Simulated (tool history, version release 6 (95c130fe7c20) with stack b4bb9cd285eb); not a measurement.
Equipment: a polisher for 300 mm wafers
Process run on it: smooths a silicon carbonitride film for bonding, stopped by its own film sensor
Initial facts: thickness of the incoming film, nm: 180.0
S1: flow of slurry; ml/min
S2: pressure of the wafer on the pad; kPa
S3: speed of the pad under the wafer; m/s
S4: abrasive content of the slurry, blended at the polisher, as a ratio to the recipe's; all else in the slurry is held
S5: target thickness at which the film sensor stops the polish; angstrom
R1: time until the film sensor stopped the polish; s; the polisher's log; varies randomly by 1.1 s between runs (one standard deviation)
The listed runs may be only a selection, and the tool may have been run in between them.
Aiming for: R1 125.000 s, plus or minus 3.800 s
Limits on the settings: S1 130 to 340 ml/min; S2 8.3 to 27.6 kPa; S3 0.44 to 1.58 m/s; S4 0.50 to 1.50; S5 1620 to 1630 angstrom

run,day,S1,S2,S3,S4,S5,R1
1,0.000,220,17.9,1.00,1.00,1620,46.482
2,0.308,220,16.5,1.00,1.00,1620,50.369
3,0.538,220,15.2,0.92,1.00,1620,58.576
4,0.829,220,15.2,1.08,1.00,1620,51.065
5,1.012,220,13.8,0.98,1.00,1620,59.924
6,1.183,220,13.8,0.98,1.00,1630,55.658
7,1.404,220,13.8,0.98,1.00,1630,57.609
8,1.650,220,13.1,0.88,1.00,1630,65.079
9,1.683,220,12.4,0.80,1.00,1630,71.308
10,1.958,220,11.7,0.74,1.00,1630,81.300
11,2.033,220,11.0,0.70,1.00,1630,89.361
12,2.325,220,10.3,0.68,1.00,1630,96.008
13,2.538,220,9.7,0.66,1.00,1630,104.180
14,2.804,220,9.7,0.64,1.00,1630,107.330
15,2.871,215,9.0,0.62,1.00,1630,115.910

Which single option among these 5 for the next run brings every result within its allowed miss of target? Just one does.
A,2.938,140,9.0,0.48,1.25,1630,?
B,2.938,275,11.0,0.64,0.70,1630,?
C,2.938,230,9.7,0.80,0.75,1630,?
D,2.938,170,8.3,0.64,0.90,1630,?
E,2.938,170,10.3,0.48,1.10,1620,?

move,R1
A,135.840
B,125.680
C,111.530
D,135.050
E,132.280
A: pushes the last run's worst result past its target
B: meets every target
C: further off than the last run
D: pushes the last run's worst result past its target
E: pushes the last run's worst result past its target
B is the move that brings every result within its allowed miss.
